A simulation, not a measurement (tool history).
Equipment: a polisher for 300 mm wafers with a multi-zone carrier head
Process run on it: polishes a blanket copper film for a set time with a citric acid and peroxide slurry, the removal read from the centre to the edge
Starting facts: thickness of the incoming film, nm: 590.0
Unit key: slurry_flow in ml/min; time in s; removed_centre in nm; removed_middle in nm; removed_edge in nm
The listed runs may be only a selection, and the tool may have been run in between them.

run 1 hour=0 | slurry_flow=145 centre_zone=1 middle_zone=1 edge_zone=1 slurry_solids=1 time=34 | removed_centre=114.25 removed_middle=115.97 removed_edge=118.51
run 2 hour=1.7 | slurry_flow=145 centre_zone=1 middle_zone=0.97 edge_zone=1 slurry_solids=1 time=34 | removed_centre=113.51 removed_middle=113.29 removed_edge=119.3
run 3 hour=9.1 | slurry_flow=135 centre_zone=0.97 middle_zone=0.96 edge_zone=0.95 slurry_solids=0.85 time=31 | removed_centre=94.169 removed_middle=97.595 removed_edge=100.52
run 4 hour=12 | slurry_flow=135 centre_zone=0.97 middle_zone=0.96 edge_zone=0.95 slurry_solids=0.85 time=35 | removed_centre=107.27 removed_middle=108.29 removed_edge=112.58
run 5 hour=16.7 | slurry_flow=135 centre_zone=0.97 middle_zone=0.96 edge_zone=0.87 slurry_solids=0.85 time=35 | removed_centre=106.14 removed_middle=108.31 removed_edge=107.77
run 6 hour=20 | slurry_flow=125 centre_zone=0.94 middle_zone=0.94 edge_zone=0.85 slurry_solids=0.75 time=33 | removed_centre=93.284 removed_middle=97.861 removed_edge=97.09
run 7 hour=23.9 | slurry_flow=115 centre_zone=0.92 middle_zone=0.91 edge_zone=0.84 slurry_solids=0.65 time=31 | removed_centre=79.288 removed_middle=86.56 removed_edge=86.915
run 8 hour=31.2 | slurry_flow=110 centre_zone=0.92 middle_zone=0.89 edge_zone=0.83 slurry_solids=0.6 time=30 | removed_centre=75.795 removed_middle=78.826 removed_edge=81.494

Expected results for the next run?
run 9 hour=39.3 | slurry_flow=105 centre_zone=0.91 middle_zone=0.89 edge_zone=0.82 slurry_solids=0.55 time=30 | removed_centre=? removed_middle=? removed_edge=?

removed_centre: 71.484 nm
removed_middle: 76.391 nm
removed_edge: 78.535 nm

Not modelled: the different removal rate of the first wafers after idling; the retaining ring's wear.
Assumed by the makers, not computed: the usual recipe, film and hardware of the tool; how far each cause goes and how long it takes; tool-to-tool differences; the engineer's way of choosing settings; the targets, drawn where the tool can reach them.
